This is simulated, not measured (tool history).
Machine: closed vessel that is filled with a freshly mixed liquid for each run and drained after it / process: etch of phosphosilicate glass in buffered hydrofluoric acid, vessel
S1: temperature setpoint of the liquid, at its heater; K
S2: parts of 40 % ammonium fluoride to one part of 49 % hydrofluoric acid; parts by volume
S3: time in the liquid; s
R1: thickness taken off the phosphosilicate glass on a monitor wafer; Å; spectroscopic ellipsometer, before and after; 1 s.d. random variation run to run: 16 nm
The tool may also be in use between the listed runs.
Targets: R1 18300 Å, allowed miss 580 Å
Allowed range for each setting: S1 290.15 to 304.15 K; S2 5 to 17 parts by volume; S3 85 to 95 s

Run 1, day 0: S1 296.15 K, S2 10.5 parts by volume, S3 85 s. Result: R1 7461.6 Å.
Run 2, day 0.033: S1 294.65 K, S2 10.5 parts by volume, S3 85 s. Result: R1 6939.7 Å.
Run 3, day 0.158: S1 294.65 K, S2 7.5 parts by volume, S3 85 s. Result: R1 9454.7 Å.
Run 4, day 0.504: S1 294.65 K, S2 9 parts by volume, S3 85 s. Result: R1 7827.9 Å.
Run 5, day 0.858: S1 293.15 K, S2 9 parts by volume, S3 85 s. Result: R1 7077 Å.
Run 6, day 0.988: S1 296.65 K, S2 9 parts by volume, S3 85 s. Result: R1 8670.1 Å.
Run 7, day 1.246: S1 300.65 K, S2 6 parts by volume, S3 85 s. Result: R1 16249 Å.
Run 8, day 1.3: S1 301.65 K, S2 6 parts by volume, S3 85 s. Result: R1 17075 Å.

Which of these 5 next moves meets every target?
Run A, day 1.354: S1 303.15 K, S2 6 parts by volume, S3 85 s. Result: R1 ?.
Run B, day 1.354: S1 300.65 K, S2 6 parts by volume, S3 85 s. Result: R1 ?.
Run C, day 1.354: S1 299.65 K, S2 6 parts by volume, S3 85 s. Result: R1 ?.
Run D, day 1.354: S1 297.65 K, S2 6 parts by volume, S3 90 s. Result: R1 ?.
Run E, day 1.354: S1 302.65 K, S2 7 parts by volume, S3 85 s. Result: R1 ?.

move     R1
   A  18244
   B  15991
   C  15160
   D  14412
   E  15554
A: all results in spec
B: moves away from the targets compared with the last run
C: moves away from the targets compared with the last run
D: moves away from the targets compared with the last run
E: moves away from the targets compared with the last run
Correct choice: A, which meets every target
